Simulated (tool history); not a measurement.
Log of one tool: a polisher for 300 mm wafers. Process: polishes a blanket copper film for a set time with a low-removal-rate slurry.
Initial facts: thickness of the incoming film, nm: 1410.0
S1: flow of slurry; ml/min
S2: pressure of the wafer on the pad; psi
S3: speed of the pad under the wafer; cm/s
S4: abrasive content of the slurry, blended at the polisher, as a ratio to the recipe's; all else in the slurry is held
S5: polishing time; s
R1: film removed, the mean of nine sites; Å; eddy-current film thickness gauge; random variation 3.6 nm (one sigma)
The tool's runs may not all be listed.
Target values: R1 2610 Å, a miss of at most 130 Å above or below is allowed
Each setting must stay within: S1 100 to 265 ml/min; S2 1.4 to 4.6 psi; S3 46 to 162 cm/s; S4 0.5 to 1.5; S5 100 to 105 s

Run 1, day 0: S1 170 ml/min, S2 3 psi, S3 104 cm/s, S4 1, S5 100 s. Result: R1 3392.1 Å.
Run 2, day 0.075: S1 190 ml/min, S2 3 psi, S3 104 cm/s, S4 1, S5 100 s. Result: R1 3355.9 Å.
Run 3, day 0.354: S1 190 ml/min, S2 2.9 psi, S3 104 cm/s, S4 1, S5 100 s. Result: R1 3311.8 Å.
Run 4, day 0.692: S1 190 ml/min, S2 2.8 psi, S3 104 cm/s, S4 1, S5 100 s. Result: R1 3299.9 Å.
Run 5, day 0.996: S1 190 ml/min, S2 2.8 psi, S3 104 cm/s, S4 1, S5 100 s. Result: R1 3295.7 Å.
Run 6, day 1.071: S1 190 ml/min, S2 2.7 psi, S3 104 cm/s, S4 1, S5 100 s. Result: R1 3253.3 Å.
Run 7, day 1.392: S1 190 ml/min, S2 2.7 psi, S3 104 cm/s, S4 1, S5 100 s. Result: R1 3210.4 Å.
Run 8, day 1.562: S1 190 ml/min, S2 2.6 psi, S3 104 cm/s, S4 1, S5 100 s. Result: R1 3190.3 Å.
Run 9, day 1.917: S1 190 ml/min, S2 2.5 psi, S3 104 cm/s, S4 1, S5 100 s. Result: R1 3057.3 Å.

Exactly one of the 4 candidate moves below puts every result within its allowed miss. Which one?
Run A, day 2.271: S1 180 ml/min, S2 2.9 psi, S3 94 cm/s, S4 1.05, S5 105 s. Result: R1 ?.
Run B, day 2.271: S1 195 ml/min, S2 2.2 psi, S3 114 cm/s, S4 1.05, S5 103 s. Result: R1 ?.
Run C, day 2.271: S1 220 ml/min, S2 1.8 psi, S3 112 cm/s, S4 0.75, S5 101 s. Result: R1 ?.
Run D, day 2.271: S1 160 ml/min, S2 2.4 psi, S3 120 cm/s, S4 0.9, S5 105 s. Result: R1 ?.

move      R1
   A  3269.5
   B  3242.2
   C    2668
   D    3441
A: moves away from the targets compared with the last run
B: moves away from the targets compared with the last run
C: in spec on every target
D: moves away from the targets compared with the last run
C meets every target.

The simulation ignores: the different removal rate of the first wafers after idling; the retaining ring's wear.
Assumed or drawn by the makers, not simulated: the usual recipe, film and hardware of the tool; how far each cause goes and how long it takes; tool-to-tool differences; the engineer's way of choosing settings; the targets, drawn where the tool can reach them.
